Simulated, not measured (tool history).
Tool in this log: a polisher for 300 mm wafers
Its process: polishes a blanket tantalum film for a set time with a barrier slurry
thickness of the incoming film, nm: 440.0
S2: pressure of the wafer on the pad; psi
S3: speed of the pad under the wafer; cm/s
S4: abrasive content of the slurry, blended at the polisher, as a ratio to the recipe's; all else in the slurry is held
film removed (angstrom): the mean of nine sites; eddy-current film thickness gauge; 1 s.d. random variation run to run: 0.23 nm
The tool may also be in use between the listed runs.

Run 1, hour 0.0: flow of slurry (ml/min) 215, S2 1.4 psi, S3 76 cm/s, S4 1.0, polishing time (s) 39. Result: film removed (angstrom) 412.89.
Run 2, hour 8.2: flow of slurry (ml/min) 210, S2 1.3 psi, S3 76 cm/s, S4 1.0, polishing time (s) 39. Result: film removed (angstrom) 398.38.
Run 3, hour 11.2: flow of slurry (ml/min) 210, S2 1.3 psi, S3 76 cm/s, S4 1.0, polishing time (s) 35. Result: film removed (angstrom) 354.32.
Run 4, hour 13.6: flow of slurry (ml/min) 210, S2 1.3 psi, S3 60 cm/s, S4 1.0, polishing time (s) 35. Result: film removed (angstrom) 282.10.
Run 5, hour 20.5: flow of slurry (ml/min) 210, S2 1.3 psi, S3 78 cm/s, S4 1.0, polishing time (s) 35. Result: film removed (angstrom) 362.91.
Run 6, hour 24.7: flow of slurry (ml/min) 210, S2 1.3 psi, S3 78 cm/s, S4 1.0, polishing time (s) 35. Result: film removed (angstrom) 358.66.
Run 7, hour 29.5: flow of slurry (ml/min) 205, S2 1.2 psi, S3 78 cm/s, S4 1.0, polishing time (s) 35. Result: film removed (angstrom) 343.88.
Run 8, hour 36.5: flow of slurry (ml/min) 205, S2 1.1 psi, S3 78 cm/s, S4 1.0, polishing time (s) 35. Result: film removed (angstrom) 326.32.

What does the tool deliver on the next run?
Run 9, hour 41.8: flow of slurry (ml/min) 205, S2 1.1 psi, S3 78 cm/s, S4 1.0, polishing time (s) 35. Result: film removed (angstrom) ?.

For run 9 the tool returned film removed (angstrom) 328.29.

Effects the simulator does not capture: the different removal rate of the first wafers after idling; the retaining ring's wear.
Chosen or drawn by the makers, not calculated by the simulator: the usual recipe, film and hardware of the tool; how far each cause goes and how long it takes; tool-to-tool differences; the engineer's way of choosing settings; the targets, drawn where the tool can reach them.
